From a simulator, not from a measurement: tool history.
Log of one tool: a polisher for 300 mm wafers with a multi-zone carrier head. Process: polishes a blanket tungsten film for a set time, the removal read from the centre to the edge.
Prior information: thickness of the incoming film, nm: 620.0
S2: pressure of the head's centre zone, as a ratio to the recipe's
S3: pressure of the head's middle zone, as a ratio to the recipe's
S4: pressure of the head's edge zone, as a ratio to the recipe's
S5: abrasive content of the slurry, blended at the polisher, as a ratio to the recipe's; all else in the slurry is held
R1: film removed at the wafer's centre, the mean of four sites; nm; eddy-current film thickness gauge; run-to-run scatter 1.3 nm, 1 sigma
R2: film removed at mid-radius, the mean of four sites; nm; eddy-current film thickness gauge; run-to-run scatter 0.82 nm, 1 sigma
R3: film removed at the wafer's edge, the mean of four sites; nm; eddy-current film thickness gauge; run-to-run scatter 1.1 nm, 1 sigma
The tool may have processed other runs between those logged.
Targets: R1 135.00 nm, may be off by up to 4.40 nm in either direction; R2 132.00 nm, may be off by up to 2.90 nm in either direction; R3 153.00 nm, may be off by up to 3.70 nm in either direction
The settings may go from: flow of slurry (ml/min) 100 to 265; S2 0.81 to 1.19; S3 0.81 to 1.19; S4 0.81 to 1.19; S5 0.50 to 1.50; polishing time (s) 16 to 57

Run 1, hour 0.0: flow of slurry (ml/min) 170, S2 1.00, S3 1.00, S4 1.00, S5 1.00, polishing time (s) 36. Result: R1 167.92 nm, R2 161.32 nm, R3 158.21 nm.
Run 2, hour 2.1: flow of slurry (ml/min) 170, S2 1.08, S3 1.00, S4 1.00, S5 1.00, polishing time (s) 36. Result: R1 175.92 nm, R2 160.61 nm, R3 156.54 nm.
Run 3, hour 9.7: flow of slurry (ml/min) 170, S2 1.08, S3 1.00, S4 1.05, S5 1.00, polishing time (s) 36. Result: R1 177.87 nm, R2 161.39 nm, R3 160.83 nm.
Run 4, hour 11.4: flow of slurry (ml/min) 150, S2 1.01, S3 0.96, S4 1.05, S5 0.95, polishing time (s) 36. Result: R1 160.27 nm, R2 150.61 nm, R3 157.24 nm.
Run 5, hour 16.3: flow of slurry (ml/min) 135, S2 0.98, S3 0.93, S4 1.06, S5 0.95, polishing time (s) 36. Result: R1 153.46 nm, R2 140.93 nm, R3 153.61 nm.
Run 6, hour 20.5: flow of slurry (ml/min) 135, S2 0.98, S3 0.93, S4 1.01, S5 0.95, polishing time (s) 36. Result: R1 155.01 nm, R2 142.40 nm, R3 150.70 nm.
Run 7, hour 24.5: flow of slurry (ml/min) 125, S2 0.95, S3 0.92, S4 1.03, S5 0.95, polishing time (s) 36. Result: R1 145.52 nm, R2 138.03 nm, R3 150.53 nm.
Run 8, hour 32.6: flow of slurry (ml/min) 120, S2 0.94, S3 0.91, S4 1.05, S5 0.95, polishing time (s) 36. Result: R1 143.47 nm, R2 134.98 nm, R3 150.33 nm.

5 candidate next runs follow, results not yet known. Just one meets every target within its allowed miss. Identify it.
Run A, hour 40.7: flow of slurry (ml/min) 110, S2 1.01, S3 0.92, S4 1.00, S5 0.90, polishing time (s) 37. Result: R1 ?, R2 ?, R3 ?.
Run B, hour 40.7: flow of slurry (ml/min) 105, S2 0.90, S3 0.89, S4 1.07, S5 0.90, polishing time (s) 38. Result: R1 ?, R2 ?, R3 ?.
Run C, hour 40.7: flow of slurry (ml/min) 185, S2 0.99, S3 0.90, S4 1.01, S5 1.00, polishing time (s) 33. Result: R1 ?, R2 ?, R3 ?.
Run D, hour 40.7: flow of slurry (ml/min) 145, S2 0.92, S3 0.83, S4 1.03, S5 0.90, polishing time (s) 37. Result: R1 ?, R2 ?, R3 ?.
Run E, hour 40.7: flow of slurry (ml/min) 125, S2 1.03, S3 0.90, S4 0.97, S5 1.15, polishing time (s) 35. Result: R1 ?, R2 ?, R3 ?.

move      R1      R2      R3
   A  147.33  132.73  146.81
   B  135.24  130.76  153.75
   C  152.12  134.65  147.22
   D  147.85  130.96  156.43
   E  157.97  136.74  150.46
A: the biggest miss grows against the last run
B: in spec on every target
C: the biggest miss grows against the last run
D: the biggest miss grows against the last run
E: the biggest miss grows against the last run
Answer: B
